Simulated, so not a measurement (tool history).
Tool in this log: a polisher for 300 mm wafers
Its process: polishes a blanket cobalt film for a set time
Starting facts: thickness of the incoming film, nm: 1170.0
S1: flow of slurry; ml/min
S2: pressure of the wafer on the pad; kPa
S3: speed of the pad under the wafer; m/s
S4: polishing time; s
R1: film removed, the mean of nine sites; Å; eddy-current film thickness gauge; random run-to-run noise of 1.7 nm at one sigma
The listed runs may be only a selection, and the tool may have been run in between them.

{"run": 1, "hour": 0.0, "S1": 200, "S2": 11.7, "S3": 1.28, "S4": 71, "R1": 3378.3}
{"run": 2, "hour": 4.6, "S1": 155, "S2": 11.7, "S3": 1.28, "S4": 71, "R1": 3215.8}
{"run": 3, "hour": 7.6, "S1": 150, "S2": 9.7, "S3": 1.18, "S4": 71, "R1": 2587.6}
{"run": 4, "hour": 15.0, "S1": 145, "S2": 8.3, "S3": 1.06, "S4": 71, "R1": 2036}
{"run": 5, "hour": 20.1, "S1": 145, "S2": 8.3, "S3": 1.06, "S4": 71, "R1": 2017.2}
{"run": 6, "hour": 23.9, "S1": 145, "S2": 7.6, "S3": 1.02, "S4": 71, "R1": 1808.7}

For run 7, what comes out?
{"run": 7, "hour": 28.9, "S1": 145, "S2": 6.9, "S3": 1.02, "S4": 71, "R1": "?"}

{"run 7": {"R1": 1683.8}}

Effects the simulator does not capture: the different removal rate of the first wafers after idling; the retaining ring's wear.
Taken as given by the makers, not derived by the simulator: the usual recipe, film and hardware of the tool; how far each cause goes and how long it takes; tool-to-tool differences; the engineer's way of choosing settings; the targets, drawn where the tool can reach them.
